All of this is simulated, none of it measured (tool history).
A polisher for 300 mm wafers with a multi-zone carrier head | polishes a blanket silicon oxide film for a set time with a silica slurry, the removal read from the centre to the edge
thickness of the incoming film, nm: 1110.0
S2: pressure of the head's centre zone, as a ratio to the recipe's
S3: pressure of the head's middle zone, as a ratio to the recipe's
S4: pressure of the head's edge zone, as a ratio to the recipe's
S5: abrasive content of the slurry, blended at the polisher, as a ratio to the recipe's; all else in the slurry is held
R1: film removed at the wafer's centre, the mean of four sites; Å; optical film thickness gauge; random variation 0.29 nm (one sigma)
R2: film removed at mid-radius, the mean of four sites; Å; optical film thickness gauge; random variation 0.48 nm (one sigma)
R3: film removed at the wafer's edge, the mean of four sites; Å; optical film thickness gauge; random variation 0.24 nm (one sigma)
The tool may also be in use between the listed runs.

run 1 day=0 | flow_of_slurry_(ml/min)=160 S2=1 S3=1 S4=1 S5=1 polishing_time_(s)=35 | R1=784.83 R2=787.96 R3=786.48
run 2 day=0.042 | flow_of_slurry_(ml/min)=160 S2=1 S3=1 S4=1.08 S5=1 polishing_time_(s)=35 | R1=779.3 R2=803.81 R3=812.78
run 3 day=0.312 | flow_of_slurry_(ml/min)=160 S2=1 S3=1 S4=1.11 S5=1 polishing_time_(s)=35 | R1=778.53 R2=782.81 R3=821.89
run 4 day=0.662 | flow_of_slurry_(ml/min)=145 S2=0.97 S3=1.03 S4=1.04 S5=0.85 polishing_time_(s)=29 | R1=572.03 R2=610.75 R3=606.82
run 5 day=0.896 | flow_of_slurry_(ml/min)=140 S2=0.94 S3=1.06 S4=0.99 S5=0.75 polishing_time_(s)=26 | R1=475.3 R2=517.39 R3=497.57
run 6 day=1.029 | flow_of_slurry_(ml/min)=140 S2=0.98 S3=1.06 S4=0.99 S5=0.75 polishing_time_(s)=26 | R1=484.16 R2=521.34 R3=503.83
run 7 day=1.108 | flow_of_slurry_(ml/min)=130 S2=0.94 S3=1.09 S4=0.95 S5=0.7 polishing_time_(s)=24 | R1=408.53 R2=465.69 R3=433.16

Run 8 comes next. What will it give?
run 8 day=1.317 | flow_of_slurry_(ml/min)=125 S2=0.92 S3=1.11 S4=0.91 S5=0.65 polishing_time_(s)=24 | R1=? R2=? R3=?

{"run 8": {"R1": 384.68, "R2": 457.93, "R3": 406.94}}
